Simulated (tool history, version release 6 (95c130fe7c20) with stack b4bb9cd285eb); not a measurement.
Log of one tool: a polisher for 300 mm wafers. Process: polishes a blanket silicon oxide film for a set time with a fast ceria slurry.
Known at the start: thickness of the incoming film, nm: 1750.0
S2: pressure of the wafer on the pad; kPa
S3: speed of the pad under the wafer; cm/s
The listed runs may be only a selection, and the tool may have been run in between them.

run 1 hour=0.0 | flow_of_slurry_(ml/min)=160 S2=14.5 S3=98 polishing_time_(s)=35 | film_removed_(nm)=375.31
run 2 hour=4.6 | flow_of_slurry_(ml/min)=170 S2=15.2 S3=98 polishing_time_(s)=35 | film_removed_(nm)=402.69
run 3 hour=6.0 | flow_of_slurry_(ml/min)=170 S2=17.9 S3=98 polishing_time_(s)=35 | film_removed_(nm)=468.14
run 4 hour=11.3 | flow_of_slurry_(ml/min)=175 S2=17.9 S3=98 polishing_time_(s)=35 | film_removed_(nm)=471.62
run 5 hour=12.3 | flow_of_slurry_(ml/min)=160 S2=17.9 S3=98 polishing_time_(s)=35 | film_removed_(nm)=460.90
run 6 hour=14.2 | flow_of_slurry_(ml/min)=170 S2=17.9 S3=98 polishing_time_(s)=35 | film_removed_(nm)=467.68

Run 7 comes next. What will it give?
run 7 hour=17.7 | flow_of_slurry_(ml/min)=175 S2=17.9 S3=98 polishing_time_(s)=35 | film_removed_(nm)=?

film removed (nm): 474.23
